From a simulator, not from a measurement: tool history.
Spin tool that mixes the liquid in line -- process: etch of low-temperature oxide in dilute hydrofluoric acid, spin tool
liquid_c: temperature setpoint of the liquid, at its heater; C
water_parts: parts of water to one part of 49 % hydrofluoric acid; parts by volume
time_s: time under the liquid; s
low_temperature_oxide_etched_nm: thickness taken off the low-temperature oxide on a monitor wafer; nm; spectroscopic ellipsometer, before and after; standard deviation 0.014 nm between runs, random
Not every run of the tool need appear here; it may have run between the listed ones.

run,hour,liquid_c,water_parts,time_s,low_temperature_oxide_etched_nm
1,0,24,265,50,2.2451
2,1.9,22.5,265,50,2.1544
3,3.4,22.5,315,50,1.7252
4,11.1,23,315,50,1.7412
5,15.2,23,315,50,1.7312
6,17.5,23,265,50,2.1844
7,24.1,23,265,50,2.2006
8,27.4,21.5,265,50,2.0628

Predict the results of run 9:
9,29,20.5,265,50,?

{"run 9": {"low_temperature_oxide_etched_nm": 1.9875}}
